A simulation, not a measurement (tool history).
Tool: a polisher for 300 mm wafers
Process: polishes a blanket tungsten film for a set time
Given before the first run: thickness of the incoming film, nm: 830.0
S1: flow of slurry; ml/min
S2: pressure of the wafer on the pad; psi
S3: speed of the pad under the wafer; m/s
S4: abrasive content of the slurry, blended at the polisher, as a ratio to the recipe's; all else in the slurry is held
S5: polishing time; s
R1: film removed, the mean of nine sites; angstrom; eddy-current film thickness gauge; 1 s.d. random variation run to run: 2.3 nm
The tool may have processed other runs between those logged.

Run 1, day 0.000: S1 205 ml/min, S2 2.7 psi, S3 1.30 m/s, S4 1.0, S5 82 s. Result: R1 2670.9 angstrom.
Run 2, day 0.267: S1 205 ml/min, S2 2.6 psi, S3 1.30 m/s, S4 1.0, S5 82 s. Result: R1 2593.9 angstrom.
Run 3, day 0.633: S1 205 ml/min, S2 2.5 psi, S3 1.30 m/s, S4 1.0, S5 82 s. Result: R1 2527.2 angstrom.
Run 4, day 0.717: S1 205 ml/min, S2 2.5 psi, S3 1.30 m/s, S4 1.0, S5 86 s. Result: R1 2602.1 angstrom.
Run 5, day 0.858: S1 205 ml/min, S2 2.5 psi, S3 1.56 m/s, S4 1.0, S5 86 s. Result: R1 3159.3 angstrom.
Run 6, day 0.900: S1 205 ml/min, S2 2.1 psi, S3 1.56 m/s, S4 1.0, S5 86 s. Result: R1 2677.1 angstrom.
Run 7, day 1.246: S1 205 ml/min, S2 2.0 psi, S3 1.56 m/s, S4 1.0, S5 86 s. Result: R1 2522.5 angstrom.
Run 8, day 1.467: S1 205 ml/min, S2 1.9 psi, S3 1.56 m/s, S4 1.0, S5 86 s. Result: R1 2430.1 angstrom.

Run 9 comes next. What will it give?
Run 9, day 1.746: S1 205 ml/min, S2 1.8 psi, S3 1.56 m/s, S4 1.0, S5 86 s. Result: R1 ?.

R1: 2292.7 angstrom
